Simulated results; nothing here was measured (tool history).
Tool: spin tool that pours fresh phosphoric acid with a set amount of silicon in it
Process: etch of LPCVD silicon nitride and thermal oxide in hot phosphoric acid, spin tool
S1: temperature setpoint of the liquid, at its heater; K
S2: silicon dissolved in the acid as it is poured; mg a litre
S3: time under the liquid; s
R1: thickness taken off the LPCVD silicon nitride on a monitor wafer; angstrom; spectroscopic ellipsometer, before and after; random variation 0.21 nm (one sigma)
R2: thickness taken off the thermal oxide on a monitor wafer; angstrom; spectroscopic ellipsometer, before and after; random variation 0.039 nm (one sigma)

run 1 day=0.000 | S1=435.15 S2=20.0 S3=180 | R1=173.370 R2=4.3917
run 2 day=0.179 | S1=435.15 S2=20.0 S3=135 | R1=130.840 R2=3.0009
run 3 day=0.512 | S1=433.15 S2=20.0 S3=135 | R1=120.780 R2=2.3749
run 4 day=0.692 | S1=433.15 S2=20.0 S3=100 | R1=88.799 R2=1.7385
run 5 day=0.817 | S1=434.15 S2=22.0 S3=115 | R1=107.200 R2=2.2264
run 6 day=0.846 | S1=434.65 S2=24.5 S3=130 | R1=122.630 R2=2.2110
run 7 day=1.208 | S1=435.15 S2=25.0 S3=140 | R1=133.330 R2=2.5011

Run 8 comes next. What will it give?
run 8 day=1.521 | S1=435.65 S2=25.5 S3=150 | R1=? R2=?

Run 8 gave R1 146.700 angstrom, R2 3.1945 angstrom.

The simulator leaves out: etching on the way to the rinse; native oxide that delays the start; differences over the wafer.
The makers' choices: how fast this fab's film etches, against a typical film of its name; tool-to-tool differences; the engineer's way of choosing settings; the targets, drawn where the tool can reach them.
